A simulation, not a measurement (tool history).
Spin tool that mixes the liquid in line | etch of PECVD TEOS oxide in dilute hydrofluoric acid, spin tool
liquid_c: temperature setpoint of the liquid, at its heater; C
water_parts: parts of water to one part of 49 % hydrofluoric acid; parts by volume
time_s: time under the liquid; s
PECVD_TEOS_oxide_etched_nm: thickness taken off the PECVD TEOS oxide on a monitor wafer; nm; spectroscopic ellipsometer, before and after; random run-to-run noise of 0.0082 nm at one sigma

run    day  liquid_c  water_parts  time_s  PECVD_TEOS_oxide_etched_nm
  1  0.000      23.0          245      95                      5.6078
  2  0.196      25.5          245      95                      6.0772
  3  0.329      24.5          260      95                      5.4573
  4  0.471      24.5          315      95                      4.2445
  5  0.775      24.5          255      95                      5.5776
  6  0.838      24.0          270      95                      5.1252
  7  1.125      23.5          285      95                      4.6825
  8  1.321      19.5          380      95                      2.8115
  9  1.567      19.5          385      95                      2.7498
 10  1.662      17.0          430      95                      2.1695
 11  1.862      17.0          430      95                      2.1666

Run 12, settings as shown, results not yet in. Your forecast:
     2.200  -- thermometer replaced
 12  2.200      17.0          435      95                           ?

Run 12 measured PECVD_TEOS_oxide_etched_nm 1.9751 nm.

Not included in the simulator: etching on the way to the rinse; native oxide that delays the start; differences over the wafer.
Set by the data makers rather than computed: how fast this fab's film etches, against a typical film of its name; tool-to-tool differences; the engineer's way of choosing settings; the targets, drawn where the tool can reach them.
